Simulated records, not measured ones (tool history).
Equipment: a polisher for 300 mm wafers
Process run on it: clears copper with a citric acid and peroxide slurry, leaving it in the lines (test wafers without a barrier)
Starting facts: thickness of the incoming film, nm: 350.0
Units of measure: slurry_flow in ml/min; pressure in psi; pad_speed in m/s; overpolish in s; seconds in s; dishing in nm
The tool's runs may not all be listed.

run	hour	slurry_flow	pressure	pad_speed	slurry_solids	overpolish	seconds	dishing
1	0.0	295	3.5	0.90	1.0	25	155.28	31.198
2	6.8	295	3.5	1.00	1.0	25	136.86	34.583
3	14.8	295	3.1	1.00	1.0	27	149.97	33.244
4	22.3	295	3.1	0.90	1.0	27	164.81	31.466
5	28.1	295	2.8	0.88	1.0	29	183.21	30.837
6	33.7	295	2.8	0.88	1.0	20	182.77	23.461
7	34.5	295	2.7	0.86	1.0	23	196.18	25.055

Estimate the outcome of run 8 from the log above:
8	41.2	295	2.6	0.86	1.0	25	?	?

{"run 8": {"seconds": 193.3, "dishing": 26.288}}
